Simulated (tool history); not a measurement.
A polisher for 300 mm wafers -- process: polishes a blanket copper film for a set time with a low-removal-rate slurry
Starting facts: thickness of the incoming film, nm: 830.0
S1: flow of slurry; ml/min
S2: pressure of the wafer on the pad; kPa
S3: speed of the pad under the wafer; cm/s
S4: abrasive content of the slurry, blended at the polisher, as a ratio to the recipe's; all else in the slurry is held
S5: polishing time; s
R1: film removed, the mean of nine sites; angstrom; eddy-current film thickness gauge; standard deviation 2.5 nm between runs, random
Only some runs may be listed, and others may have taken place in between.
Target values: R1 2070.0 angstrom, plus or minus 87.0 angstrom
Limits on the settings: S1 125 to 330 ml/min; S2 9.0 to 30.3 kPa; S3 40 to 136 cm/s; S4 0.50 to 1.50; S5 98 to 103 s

run    day   S1    S2  S3    S4   S5      R1
  1  0.000  210  19.3  88  1.00   98  2654.5
  2  0.275  250  19.3  88  1.00   98  2751.7
  3  0.417  245  17.9  88  1.00   98  2478.3
  4  0.688  245  17.9  88  1.00  103  2649.9
  5  0.817  245  17.9  88  0.90  103  2564.6
  6  1.029  245  17.2  88  0.90  103  2493.9
  7  1.200  245  17.2  88  0.90  103  2459.8
  8  1.546  245  16.5  88  0.90  103  2413.2
  9  1.733  245  15.9  88  0.90  103  2359.9
 10  1.858  245  15.2  88  0.90  103  2227.7

Which single option among these 4 for the next run brings every result within its allowed miss of target? Just one does.
  A  1.983  220  15.9  96  0.95  101   ?
  B  1.983  290  15.9  92  0.80  103   ?
  C  1.983  280  13.1  92  1.00  103   ?
  D  1.983  300  13.8  78  1.00   98   ?

move      R1
   A  2438.2
   B  2394.1
   C  2100.4
   D  1916.8
A: its largest miss is bigger than the last run's
B: its largest miss is bigger than the last run's
C: all results in spec
D: takes the biggest miss from the last run beyond its target
Answer: C
